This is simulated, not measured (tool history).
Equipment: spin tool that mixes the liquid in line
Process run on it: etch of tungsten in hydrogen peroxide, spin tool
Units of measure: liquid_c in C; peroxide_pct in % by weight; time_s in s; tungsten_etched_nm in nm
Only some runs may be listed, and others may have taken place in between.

Run 1, hour 0.0: liquid_c 55.0 C, peroxide_pct 19.5 % by weight, time_s 15 s. Result: tungsten_etched_nm 50.477 nm.
Run 2, hour 1.7: liquid_c 53.5 C, peroxide_pct 19.5 % by weight, time_s 15 s. Result: tungsten_etched_nm 46.458 nm.
Run 3, hour 9.5: liquid_c 53.5 C, peroxide_pct 19.5 % by weight, time_s 15 s. Result: tungsten_etched_nm 46.574 nm.
Run 4, hour 15.2: liquid_c 52.0 C, peroxide_pct 19.5 % by weight, time_s 15 s. Result: tungsten_etched_nm 42.062 nm.
Run 5, hour 22.0: liquid_c 55.0 C, peroxide_pct 19.5 % by weight, time_s 15 s. Result: tungsten_etched_nm 50.343 nm.
Run 6, hour 30.4: liquid_c 55.0 C, peroxide_pct 19.5 % by weight, time_s 15 s. Result: tungsten_etched_nm 50.897 nm.
Run 7, hour 32.2: liquid_c 53.5 C, peroxide_pct 19.5 % by weight, time_s 15 s. Result: tungsten_etched_nm 46.324 nm.

Expected results for the next run?
Run 8, hour 34.2: liquid_c 52.0 C, peroxide_pct 19.5 % by weight, time_s 15 s. Result: tungsten_etched_nm ?.

Run 8 measured tungsten_etched_nm 42.689 nm.

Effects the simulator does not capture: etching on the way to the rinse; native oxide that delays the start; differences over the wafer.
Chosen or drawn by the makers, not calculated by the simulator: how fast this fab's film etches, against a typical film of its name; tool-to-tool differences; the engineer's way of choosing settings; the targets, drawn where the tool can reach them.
